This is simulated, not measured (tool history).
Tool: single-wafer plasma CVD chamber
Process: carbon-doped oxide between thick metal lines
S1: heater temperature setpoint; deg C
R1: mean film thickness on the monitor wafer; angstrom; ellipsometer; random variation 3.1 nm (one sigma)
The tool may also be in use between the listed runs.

{"run": 1, "day": 0.0, "S1": 370, "chamber pressure (Torr)": 4.35, "RF power (W)": 640, "deposition time (s)": 103.1, "R1": 5386.5}
{"run": 2, "day": 0.292, "S1": 361, "chamber pressure (Torr)": 4.35, "RF power (W)": 640, "deposition time (s)": 103.1, "R1": 5540.0}
{"run": 3, "day": 0.342, "S1": 360, "chamber pressure (Torr)": 4.43, "RF power (W)": 645, "deposition time (s)": 103.1, "R1": 5641.2}
{"run": 4, "day": 0.625, "S1": 368, "chamber pressure (Torr)": 4.43, "RF power (W)": 645, "deposition time (s)": 103.1, "R1": 5500.2}
{"run": 5, "day": 0.904, "S1": 368, "chamber pressure (Torr)": 4.43, "RF power (W)": 645, "deposition time (s)": 103.1, "R1": 5498.2}
{"run": 6, "day": 1.021, "S1": 367, "chamber pressure (Torr)": 4.52, "RF power (W)": 645, "deposition time (s)": 103.1, "R1": 5561.2}
{"run": 7, "day": 1.158, "S1": 366, "chamber pressure (Torr)": 4.59, "RF power (W)": 645, "deposition time (s)": 103.1, "R1": 5541.2}
{"run": 8, "day": 1.358, "S1": 365, "chamber pressure (Torr)": 4.66, "RF power (W)": 650, "deposition time (s)": 103.1, "R1": 5696.7}

Forecast run 9:
{"run": 9, "day": 1.388, "S1": 364, "chamber pressure (Torr)": 4.69, "RF power (W)": 650, "deposition time (s)": 103.1, "R1": "?"}

R1: 5644.6 angstrom

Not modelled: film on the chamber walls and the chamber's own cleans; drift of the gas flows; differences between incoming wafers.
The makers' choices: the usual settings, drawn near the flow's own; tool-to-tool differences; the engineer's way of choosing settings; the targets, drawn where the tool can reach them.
